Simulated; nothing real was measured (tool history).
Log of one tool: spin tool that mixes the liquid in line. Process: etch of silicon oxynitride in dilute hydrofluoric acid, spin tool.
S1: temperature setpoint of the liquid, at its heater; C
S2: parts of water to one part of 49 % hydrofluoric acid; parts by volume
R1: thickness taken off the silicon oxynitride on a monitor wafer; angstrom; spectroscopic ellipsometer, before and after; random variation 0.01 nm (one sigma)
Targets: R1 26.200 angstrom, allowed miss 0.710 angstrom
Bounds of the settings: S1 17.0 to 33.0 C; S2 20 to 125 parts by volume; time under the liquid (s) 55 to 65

run 1 hour=0.0 | S1=25.0 S2=70 time_under_the_liquid_(s)=65 | R1=35.953
run 2 hour=4.3 | S1=22.0 S2=70 time_under_the_liquid_(s)=65 | R1=31.267
run 3 hour=8.5 | S1=21.5 S2=70 time_under_the_liquid_(s)=65 | R1=30.234
run 4 hour=14.0 | S1=21.5 S2=70 time_under_the_liquid_(s)=65 | R1=30.367
run 5 hour=21.7 | S1=21.0 S2=70 time_under_the_liquid_(s)=65 | R1=29.505
run 6 hour=28.4 | S1=20.5 S2=70 time_under_the_liquid_(s)=65 | R1=28.880
run 7 hour=35.6 | S1=20.0 S2=70 time_under_the_liquid_(s)=65 | R1=28.345
run 8 hour=41.5 | S1=19.5 S2=70 time_under_the_liquid_(s)=65 | R1=27.729

Which of these 4 next moves meets every target?
run A hour=47.4 | S1=21.5 S2=75 time_under_the_liquid_(s)=60 | R1=?
run B hour=47.4 | S1=20.0 S2=70 time_under_the_liquid_(s)=65 | R1=?
run C hour=47.4 | S1=20.5 S2=70 time_under_the_liquid_(s)=65 | R1=?
run D hour=47.4 | S1=19.5 S2=55 time_under_the_liquid_(s)=55 | R1=?

move=A R1=26.219
move=B R1=28.366
move=C R1=29.079
move=D R1=30.114
A: meets every target
B: further off than the last run
C: further off than the last run
D: further off than the last run
The right move is A.
